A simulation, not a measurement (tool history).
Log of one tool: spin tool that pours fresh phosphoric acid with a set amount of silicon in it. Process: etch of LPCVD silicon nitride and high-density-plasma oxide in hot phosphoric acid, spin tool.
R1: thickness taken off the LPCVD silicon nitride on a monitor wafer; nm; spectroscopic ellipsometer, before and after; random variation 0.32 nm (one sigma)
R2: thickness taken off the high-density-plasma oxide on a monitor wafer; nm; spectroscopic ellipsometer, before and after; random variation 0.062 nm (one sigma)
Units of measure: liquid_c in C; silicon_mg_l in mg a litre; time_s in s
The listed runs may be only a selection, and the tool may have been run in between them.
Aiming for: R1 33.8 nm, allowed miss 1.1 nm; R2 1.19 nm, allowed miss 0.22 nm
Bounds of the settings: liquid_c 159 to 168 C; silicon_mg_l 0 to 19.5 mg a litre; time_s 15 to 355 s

Run 1, hour 0: liquid_c 164 C, silicon_mg_l 8.5 mg a litre, time_s 180 s. Result: R1 16.783 nm, R2 0.52658 nm.
Run 2, hour 4.4: liquid_c 164 C, silicon_mg_l 8.5 mg a litre, time_s 125 s. Result: R1 11.569 nm, R2 0.35073 nm.
Run 3, hour 10.6: liquid_c 164 C, silicon_mg_l 13 mg a litre, time_s 125 s. Result: R1 11.606 nm, R2 0.32681 nm.
Run 4, hour 18.2: liquid_c 164.5 C, silicon_mg_l 12.5 mg a litre, time_s 140 s. Result: R1 13.463 nm, R2 0.39885 nm.
Run 5, hour 24: liquid_c 165 C, silicon_mg_l 12.5 mg a litre, time_s 150 s. Result: R1 14.429 nm, R2 0.39964 nm.
Run 6, hour 28.1: liquid_c 165 C, silicon_mg_l 12.5 mg a litre, time_s 210 s. Result: R1 20.413 nm, R2 0.55407 nm.
Run 7, hour 30.9: liquid_c 165.5 C, silicon_mg_l 11.5 mg a litre, time_s 215 s. Result: R1 20.831 nm, R2 0.70918 nm.
Run 8, hour 38.9: liquid_c 165.5 C, silicon_mg_l 11.5 mg a litre, time_s 225 s. Result: R1 22.102 nm, R2 0.6642 nm.
Run 9, hour 42.5: liquid_c 165.5 C, silicon_mg_l 11.5 mg a litre, time_s 225 s. Result: R1 21.958 nm, R2 0.58161 nm.
Run 10, hour 46.2: liquid_c 168 C, silicon_mg_l 6 mg a litre, time_s 300 s. Result: R1 31.913 nm, R2 1.1401 nm.
Run 11, hour 52.7: liquid_c 168 C, silicon_mg_l 6 mg a litre, time_s 305 s. Result: R1 32.63 nm, R2 1.298 nm.
Run 12, hour 53.6: liquid_c 168 C, silicon_mg_l 6.5 mg a litre, time_s 305 s. Result: R1 31.866 nm, R2 1.2671 nm.
Run 13, hour 56: liquid_c 168 C, silicon_mg_l 7 mg a litre, time_s 305 s. Result: R1 32.775 nm, R2 1.2493 nm.
Run 14, hour 64: liquid_c 167.5 C, silicon_mg_l 8.5 mg a litre, time_s 305 s. Result: R1 32.109 nm, R2 1.0969 nm.
Run 15, hour 72.6: liquid_c 167.5 C, silicon_mg_l 8 mg a litre, time_s 310 s. Result: R1 32.636 nm, R2 1.1569 nm.

Which of these 4 next moves meets every target?
Run A, hour 81.2: liquid_c 165 C, silicon_mg_l 13 mg a litre, time_s 325 s. Result: R1 ?, R2 ?.
Run B, hour 81.2: liquid_c 167 C, silicon_mg_l 11 mg a litre, time_s 305 s. Result: R1 ?, R2 ?.
Run C, hour 81.2: liquid_c 166 C, silicon_mg_l 14 mg a litre, time_s 320 s. Result: R1 ?, R2 ?.
Run D, hour 81.2: liquid_c 167 C, silicon_mg_l 7.5 mg a litre, time_s 330 s. Result: R1 ?, R2 ?.

move      R1       R2
   A    31.6  0.91622
   B  31.689   1.0428
   C  32.165  0.94768
   D  34.287    1.218
A: moves away from the targets compared with the last run
B: moves away from the targets compared with the last run
C: moves away from the targets compared with the last run
D: every result within its allowed miss
So the answer is move D, the one that meets all the targets.

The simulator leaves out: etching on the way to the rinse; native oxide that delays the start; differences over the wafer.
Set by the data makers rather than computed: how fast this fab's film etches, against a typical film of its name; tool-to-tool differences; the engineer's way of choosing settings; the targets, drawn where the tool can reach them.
